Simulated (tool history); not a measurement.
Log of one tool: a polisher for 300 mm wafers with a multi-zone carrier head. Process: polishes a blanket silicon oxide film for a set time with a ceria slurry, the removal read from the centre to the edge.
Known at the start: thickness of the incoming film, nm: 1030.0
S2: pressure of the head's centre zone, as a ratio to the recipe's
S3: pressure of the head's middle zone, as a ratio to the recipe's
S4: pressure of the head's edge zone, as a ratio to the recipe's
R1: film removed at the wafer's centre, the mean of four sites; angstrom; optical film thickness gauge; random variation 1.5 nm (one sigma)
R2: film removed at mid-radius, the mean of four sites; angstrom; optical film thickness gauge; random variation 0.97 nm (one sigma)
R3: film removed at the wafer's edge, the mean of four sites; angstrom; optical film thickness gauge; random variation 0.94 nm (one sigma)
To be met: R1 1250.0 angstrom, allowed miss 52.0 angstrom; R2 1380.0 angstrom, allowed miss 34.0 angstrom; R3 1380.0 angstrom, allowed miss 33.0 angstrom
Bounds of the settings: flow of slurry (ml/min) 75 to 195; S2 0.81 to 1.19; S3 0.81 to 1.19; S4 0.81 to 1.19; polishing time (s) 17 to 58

{"run": 1, "hour": 0.0, "flow of slurry (ml/min)": 125, "S2": 1.0, "S3": 1.0, "S4": 1.0, "polishing time (s)": 37, "R1": 1753.4, "R2": 1872.3, "R3": 1796.9}
{"run": 2, "hour": 4.1, "flow of slurry (ml/min)": 125, "S2": 1.03, "S3": 1.0, "S4": 1.0, "polishing time (s)": 37, "R1": 1849.5, "R2": 1891.5, "R3": 1799.8}
{"run": 3, "hour": 6.3, "flow of slurry (ml/min)": 120, "S2": 1.01, "S3": 0.99, "S4": 0.98, "polishing time (s)": 36, "R1": 1750.2, "R2": 1788.3, "R3": 1740.1}
{"run": 4, "hour": 7.0, "flow of slurry (ml/min)": 120, "S2": 1.0, "S3": 0.99, "S4": 0.97, "polishing time (s)": 35, "R1": 1687.7, "R2": 1717.0, "R3": 1659.6}
{"run": 5, "hour": 13.2, "flow of slurry (ml/min)": 120, "S2": 1.0, "S3": 0.99, "S4": 0.97, "polishing time (s)": 43, "R1": 2036.9, "R2": 2124.9, "R3": 2081.1}
{"run": 6, "hour": 20.4, "flow of slurry (ml/min)": 120, "S2": 0.94, "S3": 0.99, "S4": 0.97, "polishing time (s)": 43, "R1": 2018.7, "R2": 2154.6, "R3": 2045.3}
{"run": 7, "hour": 27.1, "flow of slurry (ml/min)": 115, "S2": 0.93, "S3": 0.99, "S4": 0.98, "polishing time (s)": 41, "R1": 1828.9, "R2": 1999.5, "R3": 1981.1}
{"run": 8, "hour": 34.1, "flow of slurry (ml/min)": 115, "S2": 0.92, "S3": 0.99, "S4": 0.97, "polishing time (s)": 40, "R1": 1764.5, "R2": 1945.5, "R3": 1900.0}
{"run": 9, "hour": 35.7, "flow of slurry (ml/min)": 115, "S2": 0.91, "S3": 0.99, "S4": 0.96, "polishing time (s)": 39, "R1": 1733.6, "R2": 1907.5, "R3": 1852.0}
{"run": 10, "hour": 43.5, "flow of slurry (ml/min)": 110, "S2": 0.9, "S3": 0.99, "S4": 0.95, "polishing time (s)": 38, "R1": 1627.3, "R2": 1843.8, "R3": 1781.6}
{"run": 11, "hour": 45.1, "flow of slurry (ml/min)": 110, "S2": 0.89, "S3": 0.98, "S4": 0.94, "polishing time (s)": 37, "R1": 1595.4, "R2": 1775.1, "R3": 1692.2}
{"run": 12, "hour": 46.9, "flow of slurry (ml/min)": 105, "S2": 0.88, "S3": 0.97, "S4": 0.94, "polishing time (s)": 36, "R1": 1527.6, "R2": 1689.8, "R3": 1674.0}
{"run": 13, "hour": 48.4, "flow of slurry (ml/min)": 105, "S2": 0.87, "S3": 0.97, "S4": 0.93, "polishing time (s)": 35, "R1": 1480.8, "R2": 1625.0, "R3": 1606.0}
{"run": 14, "hour": 52.4, "flow of slurry (ml/min)": 100, "S2": 0.86, "S3": 0.97, "S4": 0.92, "polishing time (s)": 35, "R1": 1427.0, "R2": 1625.2, "R3": 1585.0}
{"run": 15, "hour": 59.1, "flow of slurry (ml/min)": 100, "S2": 0.86, "S3": 0.97, "S4": 0.92, "polishing time (s)": 35, "R1": 1447.2, "R2": 1618.2, "R3": 1582.5}
{"run": 16, "hour": 63.5, "flow of slurry (ml/min)": 95, "S2": 0.85, "S3": 0.97, "S4": 0.91, "polishing time (s)": 35, "R1": 1389.2, "R2": 1581.3, "R3": 1557.7}
{"run": 17, "hour": 72.5, "flow of slurry (ml/min)": 95, "S2": 0.85, "S3": 0.97, "S4": 0.9, "polishing time (s)": 35, "R1": 1357.5, "R2": 1595.6, "R3": 1553.7}
{"run": 18, "hour": 80.2, "flow of slurry (ml/min)": 95, "S2": 0.86, "S3": 0.96, "S4": 0.89, "polishing time (s)": 35, "R1": 1387.6, "R2": 1567.0, "R3": 1556.3}

Which of these 4 next moves meets every target?
{"run": "A", "hour": 87.9, "flow of slurry (ml/min)": 85, "S2": 0.88, "S3": 0.95, "S4": 0.89, "polishing time (s)": 32, "R1": "?", "R2": "?", "R3": "?"}
{"run": "B", "hour": 87.9, "flow of slurry (ml/min)": 150, "S2": 0.99, "S3": 0.91, "S4": 0.94, "polishing time (s)": 31, "R1": "?", "R2": "?", "R3": "?"}
{"run": "C", "hour": 87.9, "flow of slurry (ml/min)": 155, "S2": 0.98, "S3": 0.88, "S4": 0.83, "polishing time (s)": 28, "R1": "?", "R2": "?", "R3": "?"}
{"run": "D", "hour": 87.9, "flow of slurry (ml/min)": 140, "S2": 0.91, "S3": 0.81, "S4": 0.83, "polishing time (s)": 30, "R1": "?", "R2": "?", "R3": "?"}

move=A R1=1234.4 R2=1379.6 R3=1371.5
move=B R1=1539.1 R2=1498.5 R3=1511.9
move=C R1=1390.1 R2=1324.9 R3=1296.8
move=D R1=1384.0 R2=1300.0 R3=1370.7
A: meets every target
B: as far off as the last run
C: takes the result that was furthest off past its target
D: takes the result that was furthest off past its target
Answer: A
